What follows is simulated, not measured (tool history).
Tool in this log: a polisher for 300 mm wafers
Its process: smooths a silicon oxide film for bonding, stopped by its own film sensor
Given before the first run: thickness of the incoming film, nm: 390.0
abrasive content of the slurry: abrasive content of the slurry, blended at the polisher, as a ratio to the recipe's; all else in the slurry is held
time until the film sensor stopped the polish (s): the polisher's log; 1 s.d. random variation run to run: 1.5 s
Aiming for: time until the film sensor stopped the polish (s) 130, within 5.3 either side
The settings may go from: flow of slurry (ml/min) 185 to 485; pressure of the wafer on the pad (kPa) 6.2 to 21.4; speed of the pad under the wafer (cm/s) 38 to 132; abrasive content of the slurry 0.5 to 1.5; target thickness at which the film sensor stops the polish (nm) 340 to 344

run,day,flow of slurry (ml/min),pressure of the wafer on the pad (kPa),speed of the pad under the wafer (cm/s),abrasive content of the slurry,target thickness at which the film sensor stops the polish (nm),time until the film sensor stopped the polish (s)
1,0,310,13.8,84,1,340,78.551
2,0.104,310,13.8,98,1,340,71.382
3,0.238,310,12.4,96,1,340,81.563
4,0.554,310,15.2,96,1,340,65.669
5,0.658,310,15.2,96,1,344,60.651
6,0.958,310,15.2,96,1,340,67.057
7,0.992,310,13.8,94,1,340,72.203
8,1.108,310,12.4,92,1,340,81.844
9,1.358,310,11,90,1,340,92.919
10,1.662,310,10.3,90,1,340,100.06
11,1.912,310,9.7,90,1,340,104.7
12,2.204,310,9.7,90,1,340,104.84
13,2.567,310,9,90,1,340,115.64

Exercise: of the 4 proposed moves below, exactly one satisfies all targets within the stated allowed misses. Which move is it?
A,2.929,285,11,74,0.95,343,?
B,2.929,295,9.7,72,1.2,341,?
C,2.929,240,9,106,1.1,344,?
D,2.929,210,9,90,0.75,341,?

move,time until the film sensor stopped the polish (s)
A,103.01
B,113.12
C,91.331
D,129.92
A: its largest miss is bigger than the last run's
B: its largest miss is bigger than the last run's
C: its largest miss is bigger than the last run's
D: meets every target
The right move is D.
